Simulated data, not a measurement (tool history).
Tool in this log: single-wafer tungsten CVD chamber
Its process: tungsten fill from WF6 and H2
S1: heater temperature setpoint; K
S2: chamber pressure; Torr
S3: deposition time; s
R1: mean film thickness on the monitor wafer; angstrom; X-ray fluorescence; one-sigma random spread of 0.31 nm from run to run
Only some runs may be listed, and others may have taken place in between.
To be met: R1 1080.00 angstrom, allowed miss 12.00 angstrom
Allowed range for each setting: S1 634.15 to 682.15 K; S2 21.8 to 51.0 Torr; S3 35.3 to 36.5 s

{"run": 1, "hour": 0.0, "S1": 658.15, "S2": 36.4, "S3": 35.3, "R1": 935.82}
{"run": 2, "hour": 1.2, "S1": 660.15, "S2": 36.4, "S3": 35.3, "R1": 971.36}
{"run": 3, "hour": 9.8, "S1": 660.15, "S2": 36.4, "S3": 35.3, "R1": 971.71}
{"run": 4, "hour": 13.9, "S1": 650.15, "S2": 36.4, "S3": 35.3, "R1": 795.27}
{"run": 5, "hour": 22.9, "S1": 650.15, "S2": 36.4, "S3": 35.3, "R1": 798.89}
{"hour": 26.2, "done": "thermocouple changed; heater temperature recalibrated"}
{"run": 6, "hour": 26.2, "S1": 655.15, "S2": 36.4, "S3": 35.3, "R1": 842.46}
{"run": 7, "hour": 28.8, "S1": 659.15, "S2": 36.4, "S3": 35.3, "R1": 908.99}
{"run": 8, "hour": 31.3, "S1": 662.15, "S2": 36.4, "S3": 35.3, "R1": 961.92}
{"run": 9, "hour": 39.0, "S1": 664.15, "S2": 36.4, "S3": 35.3, "R1": 997.04}
{"run": 10, "hour": 44.2, "S1": 666.15, "S2": 36.4, "S3": 35.3, "R1": 1034.1}
{"run": 11, "hour": 51.7, "S1": 667.15, "S2": 36.4, "S3": 35.3, "R1": 1061.9}

5 next moves are on the table. One of them brings every result within its allowed miss. Which?
{"run": "A", "hour": 59.2, "S1": 668.15, "S2": 32.8, "S3": 35.7, "R1": "?"}
{"run": "B", "hour": 59.2, "S1": 665.15, "S2": 38.6, "S3": 35.3, "R1": "?"}
{"run": "C", "hour": 59.2, "S1": 667.15, "S2": 31.3, "S3": 36.4, "R1": "?"}
{"run": "D", "hour": 59.2, "S1": 665.15, "S2": 35.6, "S3": 36.3, "R1": "?"}
{"run": "E", "hour": 59.2, "S1": 666.15, "S2": 36.5, "S3": 36.5, "R1": "?"}

move=A R1=1054.60
move=B R1=1038.20
move=C R1=1040.60
move=D R1=1040.60
move=E R1=1074.40
A: further off than the last run
B: further off than the last run
C: further off than the last run
D: further off than the last run
E: all results land within tolerance of their targets
The move that meets every target is E.
